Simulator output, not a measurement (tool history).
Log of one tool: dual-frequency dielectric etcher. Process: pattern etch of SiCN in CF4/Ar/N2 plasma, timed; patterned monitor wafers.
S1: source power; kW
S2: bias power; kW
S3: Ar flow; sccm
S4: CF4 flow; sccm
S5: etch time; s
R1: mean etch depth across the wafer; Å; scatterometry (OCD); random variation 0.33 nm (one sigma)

| run | hour | S1 | S2 | S3 | S4 | S5 | R1 |
|---|---|---|---|---|---|---|---|
| 1 | 0 | 0.32 | 0.092 | 133 | 51 | 170.5 | 1062.6 |
| 2 | 7.2 | 0.32 | 0.092 | 144 | 51 | 170.5 | 1049.8 |
| 3 | 10.3 | 0.32 | 0.092 | 144 | 56 | 170.5 | 1073.2 |
| 4 | 15.8 | 0.31 | 0.092 | 144 | 56 | 170.5 | 1035.8 |
| 5 | 17.6 | 0.3 | 0.092 | 144 | 56 | 170.5 | 1011.8 |
| 6 | 25.8 | 0.32 | 0.092 | 144 | 56 | 170.5 | 1066.8 |
| 7 | 27.1 | 0.31 | 0.092 | 144 | 56 | 170.5 | 1038.4 |

Forecast run 8:
| 8 | 30.9 | 0.3 | 0.092 | 144 | 56 | 170.5 | ? |

Run 8 gave R1 1011.9 Å.
